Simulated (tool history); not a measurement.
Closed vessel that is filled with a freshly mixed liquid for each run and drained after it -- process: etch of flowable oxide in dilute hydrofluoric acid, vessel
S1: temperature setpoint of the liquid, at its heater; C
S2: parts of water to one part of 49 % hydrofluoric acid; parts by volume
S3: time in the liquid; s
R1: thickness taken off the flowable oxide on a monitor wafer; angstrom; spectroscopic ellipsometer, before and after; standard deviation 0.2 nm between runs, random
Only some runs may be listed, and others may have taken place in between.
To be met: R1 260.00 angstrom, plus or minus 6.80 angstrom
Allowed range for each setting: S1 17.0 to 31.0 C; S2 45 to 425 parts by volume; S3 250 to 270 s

run 1 hour=0.0 | S1=23.0 S2=235 S3=250 | R1=321.67
run 2 hour=1.8 | S1=22.0 S2=235 S3=250 | R1=313.27
run 3 hour=2.5 | S1=21.0 S2=235 S3=250 | R1=295.45
run 4 hour=6.3 | S1=21.0 S2=315 S3=250 | R1=208.02
run 5 hour=14.2 | S1=22.0 S2=315 S3=250 | R1=214.71
run 6 hour=20.1 | S1=23.0 S2=315 S3=250 | R1=223.36
run 7 hour=24.2 | S1=23.5 S2=315 S3=250 | R1=226.72
run 8 hour=28.6 | S1=24.0 S2=315 S3=250 | R1=229.79

5 candidate next runs follow, results not yet known. Just one meets every target within its allowed miss. Identify it.
run A hour=33.0 | S1=24.0 S2=330 S3=250 | R1=?
run B hour=33.0 | S1=22.5 S2=340 S3=255 | R1=?
run C hour=33.0 | S1=21.5 S2=355 S3=265 | R1=?
run D hour=33.0 | S1=23.5 S2=290 S3=260 | R1=?
run E hour=33.0 | S1=22.0 S2=320 S3=265 | R1=?

move=A R1=218.47
move=B R1=203.52
move=C R1=193.04
move=D R1=264.05
move=E R1=224.90
A: moves away from the targets compared with the last run
B: moves away from the targets compared with the last run
C: moves away from the targets compared with the last run
D: in spec on every target
E: moves away from the targets compared with the last run
Answer: D
